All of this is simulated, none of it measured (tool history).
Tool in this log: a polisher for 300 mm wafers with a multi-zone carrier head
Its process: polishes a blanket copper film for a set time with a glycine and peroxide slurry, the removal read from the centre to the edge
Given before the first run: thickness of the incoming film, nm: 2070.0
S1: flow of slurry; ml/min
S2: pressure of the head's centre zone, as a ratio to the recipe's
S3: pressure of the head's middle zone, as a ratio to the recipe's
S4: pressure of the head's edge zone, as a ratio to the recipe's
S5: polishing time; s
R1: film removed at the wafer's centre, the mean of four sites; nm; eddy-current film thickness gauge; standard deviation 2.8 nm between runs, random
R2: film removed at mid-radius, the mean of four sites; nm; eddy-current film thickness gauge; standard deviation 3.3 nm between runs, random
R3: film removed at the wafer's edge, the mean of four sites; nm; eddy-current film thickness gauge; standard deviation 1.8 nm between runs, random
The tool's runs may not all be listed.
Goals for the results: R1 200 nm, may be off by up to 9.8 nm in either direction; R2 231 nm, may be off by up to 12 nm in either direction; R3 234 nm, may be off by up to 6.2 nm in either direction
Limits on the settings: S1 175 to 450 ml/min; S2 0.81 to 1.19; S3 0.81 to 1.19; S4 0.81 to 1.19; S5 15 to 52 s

| run | hour | S1 | S2 | S3 | S4 | S5 | R1 | R2 | R3 |
|---|---|---|---|---|---|---|---|---|---|
| 1 | 0 | 290 | 1 | 1 | 1 | 33 | 158.52 | 154.2 | 156.54 |
| 2 | 6.5 | 290 | 1 | 1 | 1 | 38 | 180.31 | 173.51 | 180.7 |
| 3 | 11.2 | 290 | 1 | 1 | 0.92 | 38 | 181.83 | 175.23 | 174.94 |
| 4 | 14.9 | 290 | 1 | 1 | 0.92 | 46 | 224.06 | 213.79 | 207.86 |
| 5 | 22.3 | 290 | 0.98 | 1.01 | 0.94 | 46 | 216.33 | 213.82 | 215.06 |
| 6 | 29.7 | 290 | 0.95 | 1.01 | 0.94 | 46 | 203.76 | 219.54 | 212 |
| 7 | 30.9 | 290 | 0.95 | 1.01 | 0.96 | 46 | 209.86 | 209.23 | 213.74 |
| 8 | 33.8 | 290 | 0.95 | 1.01 | 0.96 | 46 | 211.93 | 220.34 | 215.04 |
| 9 | 40.1 | 290 | 0.94 | 1.01 | 0.98 | 46 | 205.8 | 215.83 | 217.4 |
| 10 | 46.6 | 290 | 0.93 | 1.02 | 0.99 | 46 | 203.85 | 216.37 | 218.13 |
| 11 | 47.3 | 290 | 0.92 | 1.03 | 1 | 46 | 205.17 | 218.19 | 216.28 |
| 12 | 54.3 | 290 | 0.91 | 1.03 | 1.01 | 46 | 199.71 | 215.32 | 222.18 |

4 next moves are on the table. One of them brings every result within its allowed miss. Which?
| A | 61.3 | 295 | 1.01 | 0.92 | 1.01 | 45 | ? | ? | ? |
| B | 61.3 | 260 | 0.93 | 0.81 | 1.18 | 48 | ? | ? | ? |
| C | 61.3 | 280 | 0.86 | 1.04 | 1.04 | 49 | ? | ? | ? |
| D | 61.3 | 280 | 0.81 | 1.06 | 1.01 | 52 | ? | ? | ? |

| move | R1 | R2 | R3 |
|---|---|---|---|
| A | 220.36 | 200.02 | 216.64 |
| B | 213.47 | 199.91 | 243.71 |
| C | 203.1 | 229.36 | 237.48 |
| D | 202.9 | 245.66 | 249.21 |
A: the biggest miss grows against the last run
B: the result that was furthest off in the last run now lies on the other side of its target
C: every result within its allowed miss
D: the result that was furthest off in the last run now lies on the other side of its target
Correct choice: C, which meets every target

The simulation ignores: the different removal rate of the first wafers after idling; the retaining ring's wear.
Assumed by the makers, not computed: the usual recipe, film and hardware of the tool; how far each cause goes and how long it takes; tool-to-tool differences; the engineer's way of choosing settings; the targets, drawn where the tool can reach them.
